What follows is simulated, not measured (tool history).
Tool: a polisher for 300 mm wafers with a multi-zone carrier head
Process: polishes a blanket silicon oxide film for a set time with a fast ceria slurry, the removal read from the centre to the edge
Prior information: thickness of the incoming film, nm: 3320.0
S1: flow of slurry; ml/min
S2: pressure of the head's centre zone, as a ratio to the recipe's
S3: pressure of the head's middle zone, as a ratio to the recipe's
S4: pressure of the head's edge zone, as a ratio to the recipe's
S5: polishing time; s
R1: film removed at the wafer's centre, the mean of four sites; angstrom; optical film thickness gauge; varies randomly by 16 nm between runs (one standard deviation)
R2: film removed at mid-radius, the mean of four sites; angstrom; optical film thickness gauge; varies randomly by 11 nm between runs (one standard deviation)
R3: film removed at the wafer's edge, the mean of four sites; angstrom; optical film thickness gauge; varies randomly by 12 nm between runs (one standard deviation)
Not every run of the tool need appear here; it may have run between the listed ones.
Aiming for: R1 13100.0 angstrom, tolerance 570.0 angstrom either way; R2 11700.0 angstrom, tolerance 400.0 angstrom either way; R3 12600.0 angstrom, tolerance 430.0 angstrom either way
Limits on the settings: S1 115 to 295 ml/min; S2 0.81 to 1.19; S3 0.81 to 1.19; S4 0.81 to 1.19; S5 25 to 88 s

Run 1, hour 0.0: S1 190 ml/min, S2 1.00, S3 1.00, S4 1.00, S5 56 s. Result: R1 7774.2 angstrom, R2 7918.7 angstrom, R3 8148.9 angstrom.
Run 2, hour 6.0: S1 200 ml/min, S2 1.04, S3 1.01, S4 1.04, S5 62 s. Result: R1 8940.5 angstrom, R2 9051.5 angstrom, R3 9352.5 angstrom.
Run 3, hour 14.5: S1 200 ml/min, S2 1.07, S3 1.01, S4 1.04, S5 62 s. Result: R1 9294.8 angstrom, R2 8748.9 angstrom, R3 9310.7 angstrom.
Run 4, hour 20.1: S1 200 ml/min, S2 1.07, S3 1.01, S4 1.01, S5 62 s. Result: R1 9175.9 angstrom, R2 9037.3 angstrom, R3 9244.7 angstrom.
At hour 28.3: centre zone pressure recalibrated.
Run 5, hour 28.3: S1 200 ml/min, S2 1.12, S3 1.01, S4 1.01, S5 62 s. Result: R1 10302.0 angstrom, R2 8963.4 angstrom, R3 9362.4 angstrom.
Run 6, hour 36.4: S1 165 ml/min, S2 1.12, S3 1.01, S4 1.01, S5 62 s. Result: R1 9828.2 angstrom, R2 8527.8 angstrom, R3 9106.6 angstrom.
Run 7, hour 41.1: S1 180 ml/min, S2 1.13, S3 1.03, S4 1.05, S5 66 s. Result: R1 10843.0 angstrom, R2 9378.6 angstrom, R3 9951.9 angstrom.
Run 8, hour 47.5: S1 195 ml/min, S2 1.13, S3 1.03, S4 1.08, S5 69 s. Result: R1 11367.0 angstrom, R2 10137.0 angstrom, R3 10521.0 angstrom.
Run 9, hour 56.2: S1 205 ml/min, S2 1.13, S3 1.01, S4 1.10, S5 72 s. Result: R1 11989.0 angstrom, R2 10372.0 angstrom, R3 11083.0 angstrom.
Run 10, hour 63.5: S1 205 ml/min, S2 1.12, S3 1.01, S4 1.12, S5 74 s. Result: R1 12237.0 angstrom, R2 10731.0 angstrom, R3 11624.0 angstrom.
Run 11, hour 71.3: S1 215 ml/min, S2 1.12, S3 1.01, S4 1.13, S5 75 s. Result: R1 12594.0 angstrom, R2 10791.0 angstrom, R3 12113.0 angstrom.
Run 12, hour 74.6: S1 225 ml/min, S2 1.12, S3 1.02, S4 1.13, S5 75 s. Result: R1 12545.0 angstrom, R2 11054.0 angstrom, R3 11967.0 angstrom.

Pick the move, out of 5, that brings all results within their allowed miss; only one does.
Run A, hour 77.9: S1 230 ml/min, S2 1.19, S3 1.14, S4 1.10, S5 71 s. Result: R1 ?, R2 ?, R3 ?.
Run B, hour 77.9: S1 240 ml/min, S2 1.03, S3 0.98, S4 1.19, S5 76 s. Result: R1 ?, R2 ?, R3 ?.
Run C, hour 77.9: S1 275 ml/min, S2 1.14, S3 1.00, S4 1.08, S5 72 s. Result: R1 ?, R2 ?, R3 ?.
Run D, hour 77.9: S1 255 ml/min, S2 0.96, S3 0.83, S4 1.19, S5 78 s. Result: R1 ?, R2 ?, R3 ?.
Run E, hour 77.9: S1 295 ml/min, S2 1.08, S3 1.02, S4 1.13, S5 77 s. Result: R1 ?, R2 ?, R3 ?.

move       R1       R2       R3
   A  12780.0  11301.0  11297.0
   B  11891.0  10862.0  12645.0
   C  12705.0  10613.0  11565.0
   D  11453.0   9966.0  13076.0
   E  12976.0  11608.0  12711.0
A: gets the furthest-off result to its target, but another result is out of tolerance
B: the biggest miss grows against the last run
C: the biggest miss grows against the last run
D: the biggest miss grows against the last run
E: every result lands within tolerance
Answer: E
